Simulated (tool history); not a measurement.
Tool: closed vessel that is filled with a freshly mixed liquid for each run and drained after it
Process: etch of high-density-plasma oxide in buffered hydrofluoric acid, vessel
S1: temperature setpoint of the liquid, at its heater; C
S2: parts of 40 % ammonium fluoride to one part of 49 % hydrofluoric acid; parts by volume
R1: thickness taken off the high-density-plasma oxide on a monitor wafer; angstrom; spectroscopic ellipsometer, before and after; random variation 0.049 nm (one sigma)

Run 1, hour 0: S1 23 C, S2 22.5 parts by volume, time in the liquid (s) 50. Result: R1 282.18 angstrom.
Run 2, hour 6.9: S1 22 C, S2 24 parts by volume, time in the liquid (s) 50. Result: R1 253.73 angstrom.
Run 3, hour 14.3: S1 20 C, S2 24 parts by volume, time in the liquid (s) 50. Result: R1 228.46 angstrom.
Run 4, hour 15.4: S1 19.5 C, S2 25 parts by volume, time in the liquid (s) 50. Result: R1 217.32 angstrom.
Run 5, hour 16.7: S1 21.5 C, S2 25 parts by volume, time in the liquid (s) 50. Result: R1 239.82 angstrom.
Run 6, hour 18: S1 20.5 C, S2 26 parts by volume, time in the liquid (s) 50. Result: R1 221.86 angstrom.

The next listed run, before its measurement:
Run 7, hour 22: S1 20 C, S2 27 parts by volume, time in the liquid (s) 50. Result: R1 ?.

Run 7 gave R1 209.62 angstrom.

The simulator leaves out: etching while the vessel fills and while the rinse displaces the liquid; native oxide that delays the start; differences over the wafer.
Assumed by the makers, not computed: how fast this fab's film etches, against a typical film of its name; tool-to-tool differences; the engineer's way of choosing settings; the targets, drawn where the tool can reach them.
